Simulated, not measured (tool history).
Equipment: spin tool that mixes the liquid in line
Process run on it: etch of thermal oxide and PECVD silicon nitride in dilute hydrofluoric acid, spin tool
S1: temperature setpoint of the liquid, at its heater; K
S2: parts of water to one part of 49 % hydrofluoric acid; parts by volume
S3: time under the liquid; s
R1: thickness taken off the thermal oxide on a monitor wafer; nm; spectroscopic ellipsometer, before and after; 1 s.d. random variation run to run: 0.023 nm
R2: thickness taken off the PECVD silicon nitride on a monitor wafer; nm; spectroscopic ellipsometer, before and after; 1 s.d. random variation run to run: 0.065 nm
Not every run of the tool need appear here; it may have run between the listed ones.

Run 1, hour 0: S1 296.15 K, S2 120 parts by volume, S3 180 s. Result: R1 5.5546 nm, R2 8.1484 nm.
Run 2, hour 3.8: S1 294.65 K, S2 120 parts by volume, S3 180 s. Result: R1 5.2201 nm, R2 7.1942 nm.
Run 3, hour 10.1: S1 294.65 K, S2 120 parts by volume, S3 240 s. Result: R1 6.8953 nm, R2 9.8343 nm.
Run 4, hour 13: S1 294.65 K, S2 100 parts by volume, S3 240 s. Result: R1 8.5237 nm, R2 11.608 nm.
Run 5, hour 21.3: S1 294.65 K, S2 100 parts by volume, S3 190 s. Result: R1 6.7975 nm, R2 9.4141 nm.
Run 6, hour 25.3: S1 295.65 K, S2 115 parts by volume, S3 190 s. Result: R1 5.9459 nm, R2 8.5797 nm.
Run 7, hour 32: S1 296.15 K, S2 125 parts by volume, S3 195 s. Result: R1 5.7399 nm, R2 8.4983 nm.
Run 8, hour 37.3: S1 296.65 K, S2 135 parts by volume, S3 200 s. Result: R1 5.4392 nm, R2 8.2017 nm.
Run 9, hour 38.5: S1 297.15 K, S2 145 parts by volume, S3 205 s. Result: R1 5.2673 nm, R2 8.1863 nm.
Run 10, hour 39.6: S1 297.15 K, S2 155 parts by volume, S3 210 s. Result: R1 5.0001 nm, R2 7.9096 nm.

Run 11 has not been measured yet. What should we expect?
Run 11, hour 41.9: S1 297.15 K, S2 160 parts by volume, S3 215 s. Result: R1 ?, R2 ?.

{"run 11": {"R1": 4.9518, "R2": 7.7366}}

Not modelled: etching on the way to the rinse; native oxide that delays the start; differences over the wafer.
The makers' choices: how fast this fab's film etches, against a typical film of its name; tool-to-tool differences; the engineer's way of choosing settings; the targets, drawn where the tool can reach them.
